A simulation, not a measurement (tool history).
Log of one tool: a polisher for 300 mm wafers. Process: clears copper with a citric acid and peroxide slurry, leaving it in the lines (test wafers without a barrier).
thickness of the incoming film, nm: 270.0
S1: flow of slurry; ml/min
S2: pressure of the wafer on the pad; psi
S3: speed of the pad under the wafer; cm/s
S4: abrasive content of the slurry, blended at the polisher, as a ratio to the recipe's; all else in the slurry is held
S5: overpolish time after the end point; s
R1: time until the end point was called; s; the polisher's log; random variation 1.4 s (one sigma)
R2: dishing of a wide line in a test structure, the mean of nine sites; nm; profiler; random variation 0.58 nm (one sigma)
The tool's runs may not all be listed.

{"run": 1, "day": 0.0, "S1": 255, "S2": 3.8, "S3": 106, "S4": 1, "S5": 28, "R1": 105.46, "R2": 46.246}
{"run": 2, "day": 0.221, "S1": 255, "S2": 3.8, "S3": 124, "S4": 1, "S5": 28, "R1": 90.467, "R2": 50.573}
{"run": 3, "day": 0.379, "S1": 210, "S2": 3.8, "S3": 124, "S4": 1, "S5": 28, "R1": 92.001, "R2": 51.012}
{"run": 4, "day": 0.558, "S1": 210, "S2": 4.1, "S3": 124, "S4": 1, "S5": 28, "R1": 87.207, "R2": 54.461}
{"run": 5, "day": 0.662, "S1": 210, "S2": 3.7, "S3": 122, "S4": 1, "S5": 28, "R1": 95.91, "R2": 50.021}
{"run": 6, "day": 0.975, "S1": 210, "S2": 3.4, "S3": 120, "S4": 1, "S5": 27, "R1": 105.01, "R2": 44.531}
{"run": 7, "day": 1.296, "S1": 210, "S2": 3.1, "S3": 120, "S4": 1, "S5": 27, "R1": 114.54, "R2": 42.089}
{"run": 8, "day": 1.45, "S1": 210, "S2": 2.9, "S3": 120, "S4": 1, "S5": 26, "R1": 119.65, "R2": 38.783}
{"run": 9, "day": 1.558, "S1": 210, "S2": 2.7, "S3": 120, "S4": 1, "S5": 26, "R1": 127.25, "R2": 34.985}
{"run": 10, "day": 1.708, "S1": 210, "S2": 2.6, "S3": 120, "S4": 1, "S5": 26, "R1": 133.36, "R2": 34.493}
{"run": 11, "day": 2.033, "S1": 210, "S2": 2.5, "S3": 120, "S4": 1, "S5": 26, "R1": 135.47, "R2": 33.358}

Forecast run 12:
{"run": 12, "day": 2.058, "S1": 210, "S2": 2.4, "S3": 120, "S4": 1, "S5": 26, "R1": "?", "R2": "?"}

{"run 12": {"R1": 141.84, "R2": 33.521}}
